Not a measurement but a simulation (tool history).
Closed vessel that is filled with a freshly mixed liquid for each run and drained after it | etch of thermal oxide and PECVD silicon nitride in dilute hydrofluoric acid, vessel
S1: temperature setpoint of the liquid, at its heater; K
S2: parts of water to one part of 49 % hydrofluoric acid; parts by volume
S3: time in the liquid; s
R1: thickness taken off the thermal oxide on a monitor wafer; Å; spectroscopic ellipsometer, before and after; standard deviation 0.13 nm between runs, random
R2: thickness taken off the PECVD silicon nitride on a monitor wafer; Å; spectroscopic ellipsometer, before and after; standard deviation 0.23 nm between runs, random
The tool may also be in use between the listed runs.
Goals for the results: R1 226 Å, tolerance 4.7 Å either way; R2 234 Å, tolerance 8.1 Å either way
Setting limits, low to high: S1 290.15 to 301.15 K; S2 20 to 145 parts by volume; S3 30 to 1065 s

run,hour,S1,S2,S3,R1,R2
1,0,293.15,80,545,288.41,281.9
2,2.9,293.15,85,550,267.12,262.03
3,6.7,293.15,90,555,252.41,254.07
4,9.4,293.15,90,560,255.26,258.13
# hour 11.4: thermometer replaced
5,11.4,293.15,90,780,323.98,305.83
6,14,293.65,95,775,309.5,294.41
7,16.8,294.15,100,765,295.97,286.77
8,21.8,294.15,105,750,272.96,266.56
9,27.4,294.65,110,735,256.66,261.36

Consider the 4 candidate settings below. Which is the only one whose results all fall within their allowed miss of target?
A,33,300.15,125,530,?,?
B,33,299.65,135,645,?,?
C,33,290.15,105,865,?,?
D,33,295.15,120,690,?,?

move,R1,R2
A,200.3,238.48
B,218.73,260.34
C,267.11,237.35
D,225.09,233.59
A: the result that was furthest off in the last run now lies on the other side of its target
B: the result that was furthest off in the last run now lies on the other side of its target
C: misses by more than the last run did
D: in spec on every target
Go with D: it meets all targets.
